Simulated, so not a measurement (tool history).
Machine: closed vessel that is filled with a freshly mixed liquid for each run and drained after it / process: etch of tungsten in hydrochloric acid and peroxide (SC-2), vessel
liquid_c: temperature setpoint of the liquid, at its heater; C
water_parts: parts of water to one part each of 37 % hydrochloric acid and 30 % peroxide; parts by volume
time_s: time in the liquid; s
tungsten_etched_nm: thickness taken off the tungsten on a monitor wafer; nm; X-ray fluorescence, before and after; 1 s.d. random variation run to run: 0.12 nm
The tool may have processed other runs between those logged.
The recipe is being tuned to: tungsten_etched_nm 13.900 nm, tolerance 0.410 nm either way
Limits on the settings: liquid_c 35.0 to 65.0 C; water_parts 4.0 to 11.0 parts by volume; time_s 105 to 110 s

Run 1, hour 0.0: liquid_c 49.0 C, water_parts 6.0 parts by volume, time_s 105 s. Result: tungsten_etched_nm 23.567 nm.
Run 2, hour 9.1: liquid_c 49.0 C, water_parts 7.5 parts by volume, time_s 105 s. Result: tungsten_etched_nm 20.017 nm.
Run 3, hour 14.7: liquid_c 49.0 C, water_parts 9.0 parts by volume, time_s 105 s. Result: tungsten_etched_nm 17.102 nm.
Run 4, hour 15.9: liquid_c 48.5 C, water_parts 9.0 parts by volume, time_s 105 s. Result: tungsten_etched_nm 16.582 nm.
Run 5, hour 17.7: liquid_c 53.5 C, water_parts 9.0 parts by volume, time_s 105 s. Result: tungsten_etched_nm 23.231 nm.
Run 6, hour 19.3: liquid_c 58.5 C, water_parts 9.0 parts by volume, time_s 105 s. Result: tungsten_etched_nm 31.855 nm.
Run 7, hour 27.7: liquid_c 56.5 C, water_parts 9.0 parts by volume, time_s 105 s. Result: tungsten_etched_nm 28.244 nm.
Run 8, hour 29.6: liquid_c 54.5 C, water_parts 9.0 parts by volume, time_s 105 s. Result: tungsten_etched_nm 24.762 nm.
Run 9, hour 37.3: liquid_c 46.5 C, water_parts 9.0 parts by volume, time_s 105 s. Result: tungsten_etched_nm 14.563 nm.

Next run, 5 choices. One meets every target within its allowed miss, the rest don't. Which?
Run A, hour 45.0: liquid_c 48.0 C, water_parts 9.5 parts by volume, time_s 105 s. Result: tungsten_etched_nm ?.
Run B, hour 45.0: liquid_c 47.0 C, water_parts 10.0 parts by volume, time_s 105 s. Result: tungsten_etched_nm ?.
Run C, hour 45.0: liquid_c 47.0 C, water_parts 8.5 parts by volume, time_s 105 s. Result: tungsten_etched_nm ?.
Run D, hour 45.0: liquid_c 45.5 C, water_parts 9.5 parts by volume, time_s 105 s. Result: tungsten_etched_nm ?.
Run E, hour 45.0: liquid_c 44.5 C, water_parts 8.5 parts by volume, time_s 105 s. Result: tungsten_etched_nm ?.

move  tungsten_etched_nm
   A              15.407
   B              13.798
   C              15.769
   D              12.997
   E              13.289
A: moves away from the targets compared with the last run
B: hits every target within its allowed miss
C: moves away from the targets compared with the last run
D: carries the result that was furthest off beyond its target, to the other side
E: carries the result that was furthest off beyond its target, to the other side
Move B is the one to make.
